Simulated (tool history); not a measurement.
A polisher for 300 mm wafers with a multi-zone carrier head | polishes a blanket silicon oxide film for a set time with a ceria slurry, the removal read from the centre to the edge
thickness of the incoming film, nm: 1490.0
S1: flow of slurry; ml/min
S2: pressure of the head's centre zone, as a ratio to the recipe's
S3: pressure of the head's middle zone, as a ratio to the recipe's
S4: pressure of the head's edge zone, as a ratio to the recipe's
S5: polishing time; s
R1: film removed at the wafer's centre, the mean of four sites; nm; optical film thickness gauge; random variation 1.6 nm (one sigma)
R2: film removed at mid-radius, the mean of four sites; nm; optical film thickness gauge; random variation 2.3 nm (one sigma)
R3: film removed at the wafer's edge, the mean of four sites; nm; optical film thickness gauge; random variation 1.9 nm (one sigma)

run,hour,S1,S2,S3,S4,S5,R1,R2,R3
1,0.0,200,1.00,1.00,1.00,88,364.00,369.61,355.79
2,6.1,195,0.99,1.01,0.96,76,309.97,311.45,302.80
3,14.4,195,0.98,1.05,0.93,67,272.41,283.22,262.88
4,21.7,195,0.98,1.05,0.98,67,272.00,288.58,272.28
5,28.6,195,0.97,1.07,0.94,61,243.44,264.51,240.08
6,30.3,195,0.90,1.07,0.94,61,228.25,264.61,240.97
7,37.9,195,0.91,1.07,0.91,57,217.04,244.89,223.67
8,46.8,175,0.96,1.12,0.81,47,182.51,207.58,171.66

Run 9 comes next. What will it give?
9,49.1,175,0.96,1.12,0.81,47,?,?,?

Run 9 gave R1 185.59 nm, R2 207.89 nm, R3 172.81 nm.

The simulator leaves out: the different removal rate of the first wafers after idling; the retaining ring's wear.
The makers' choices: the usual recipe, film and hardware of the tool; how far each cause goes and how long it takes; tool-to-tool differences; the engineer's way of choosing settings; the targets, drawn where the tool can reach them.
